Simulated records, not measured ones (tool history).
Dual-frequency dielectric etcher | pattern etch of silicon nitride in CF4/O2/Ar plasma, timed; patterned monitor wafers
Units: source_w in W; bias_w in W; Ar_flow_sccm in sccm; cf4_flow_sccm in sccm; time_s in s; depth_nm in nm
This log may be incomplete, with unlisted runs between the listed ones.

| run | hour | source_w | bias_w | Ar_flow_sccm | cf4_flow_sccm | time_s | depth_nm |
|---|---|---|---|---|---|---|---|
| 1 | 0.0 | 430 | 62 | 77 | 95 | 106.5 | 195.92 |
| 2 | 5.7 | 430 | 62 | 65 | 95 | 106.5 | 197.35 |
| 3 | 14.1 | 410 | 61 | 65 | 95 | 106.5 | 189.70 |
| 4 | 21.2 | 450 | 61 | 65 | 95 | 106.5 | 204.72 |
| 5 | 29.4 | 450 | 61 | 65 | 95 | 98.0 | 188.20 |
| 6 | 38.5 | 450 | 61 | 65 | 102 | 98.0 | 191.25 |
| 7 | 45.0 | 430 | 61 | 65 | 102 | 98.0 | 181.17 |
| 8 | 46.9 | 410 | 61 | 65 | 102 | 98.0 | 174.92 |
| 9 | 53.1 | 390 | 61 | 65 | 102 | 98.0 | 165.97 |
| 10 | 61.5 | 380 | 61 | 65 | 102 | 98.0 | 162.70 |
| 11 | 68.5 | 380 | 61 | 65 | 102 | 98.0 | 163.14 |
| 12 | 70.1 | 370 | 61 | 65 | 102 | 98.0 | 159.26 |

Expected results for the next run?
| 13 | 77.1 | 280 | 60 | 65 | 102 | 98.0 | ? |

For run 13 the tool returned depth_nm 121.53 nm.
